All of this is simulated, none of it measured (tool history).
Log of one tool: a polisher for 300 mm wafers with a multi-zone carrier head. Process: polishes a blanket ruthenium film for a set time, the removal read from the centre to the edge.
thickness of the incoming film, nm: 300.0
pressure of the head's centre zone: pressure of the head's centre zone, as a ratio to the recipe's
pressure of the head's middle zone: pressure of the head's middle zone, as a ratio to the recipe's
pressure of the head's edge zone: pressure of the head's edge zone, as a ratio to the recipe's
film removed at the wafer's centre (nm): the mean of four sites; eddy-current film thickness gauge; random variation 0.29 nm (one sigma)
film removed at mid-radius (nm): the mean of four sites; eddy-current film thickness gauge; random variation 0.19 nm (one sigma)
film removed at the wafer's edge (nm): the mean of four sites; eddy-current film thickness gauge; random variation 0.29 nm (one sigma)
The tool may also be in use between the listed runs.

| run | hour | flow of slurry (ml/min) | pressure of the head's centre zone | pressure of the head's middle zone | pressure of the head's edge zone | polishing time (s) | film removed at the wafer's centre (nm) | film removed at mid-radius (nm) | film removed at the wafer's edge (nm) |
|---|---|---|---|---|---|---|---|---|---|
| 1 | 0 | 230 | 1 | 1 | 1 | 42 | 37.964 | 38.509 | 42.667 |
| 2 | 3.8 | 230 | 1 | 1 | 1 | 33 | 30.077 | 30.142 | 33.148 |
| 3 | 10.7 | 230 | 0.99 | 0.98 | 0.97 | 29 | 25.741 | 25.85 | 28.553 |
| 4 | 18.4 | 230 | 0.99 | 0.98 | 0.88 | 29 | 26.101 | 26.664 | 27.2 |
| 5 | 22.1 | 230 | 0.99 | 0.94 | 0.88 | 29 | 25.467 | 25.198 | 27.225 |
| 6 | 28.9 | 230 | 0.99 | 0.93 | 0.86 | 27 | 24.33 | 23.14 | 24.678 |
|  | 32.4 | edge zone pressure recalibrated |
| 7 | 32.4 | 225 | 0.97 | 0.92 | 0.85 | 27 | 23.303 | 22.932 | 24.012 |
| 8 | 38.2 | 215 | 0.96 | 0.9 | 0.85 | 27 | 23.556 | 22.271 | 23.607 |
| 9 | 45.6 | 200 | 0.86 | 0.87 | 0.85 | 25 | 19.511 | 20.04 | 21.817 |

Forecast run 10:
| 10 | 54.6 | 205 | 0.87 | 0.87 | 0.85 | 25 | ? | ? | ? |

film removed at the wafer's centre (nm): 19.955
film removed at mid-radius (nm): 20.207
film removed at the wafer's edge (nm): 22.215

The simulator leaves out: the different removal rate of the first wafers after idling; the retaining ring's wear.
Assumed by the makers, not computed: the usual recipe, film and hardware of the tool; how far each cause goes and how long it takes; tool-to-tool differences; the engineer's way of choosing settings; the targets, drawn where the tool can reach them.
